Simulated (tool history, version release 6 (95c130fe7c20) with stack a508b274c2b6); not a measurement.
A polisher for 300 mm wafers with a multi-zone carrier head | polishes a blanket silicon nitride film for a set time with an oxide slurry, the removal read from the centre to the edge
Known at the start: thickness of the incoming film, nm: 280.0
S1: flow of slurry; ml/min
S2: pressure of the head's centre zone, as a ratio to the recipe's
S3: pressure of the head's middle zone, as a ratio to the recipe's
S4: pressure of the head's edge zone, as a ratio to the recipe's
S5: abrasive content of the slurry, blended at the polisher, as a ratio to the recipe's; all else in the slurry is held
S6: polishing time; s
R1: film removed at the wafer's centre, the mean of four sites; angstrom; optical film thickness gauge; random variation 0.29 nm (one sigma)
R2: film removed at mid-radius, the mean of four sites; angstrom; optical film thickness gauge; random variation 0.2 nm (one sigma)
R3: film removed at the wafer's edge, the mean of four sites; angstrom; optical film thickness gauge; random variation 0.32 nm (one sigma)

run	hour	S1	S2	S3	S4	S5	S6	R1	R2	R3
1	0	265	1	1	1	1	43	276.24	311.04	306.39
2	9	265	1.03	0.98	0.96	0.95	43	270.91	296.24	291.04
3	14.1	265	1.03	0.98	0.96	0.95	34	214.03	233.73	227.77
4	17.1	265	1.03	0.98	0.96	1.05	34	228.75	252.25	244.36
5	20.5	285	1.07	0.97	0.95	1.05	34	238.61	248.8	250.07
6	24.4	250	1.07	0.97	0.95	1.05	34	239.8	249.25	240.85

Run 7 comes next. What will it give?
# hour 28.9: centre zone pressure recalibrated
7	28.9	250	1.07	0.97	0.95	1.05	34	?	?	?

{"run 7": {"R1": 267.36, "R2": 247.59, "R3": 242.28}}
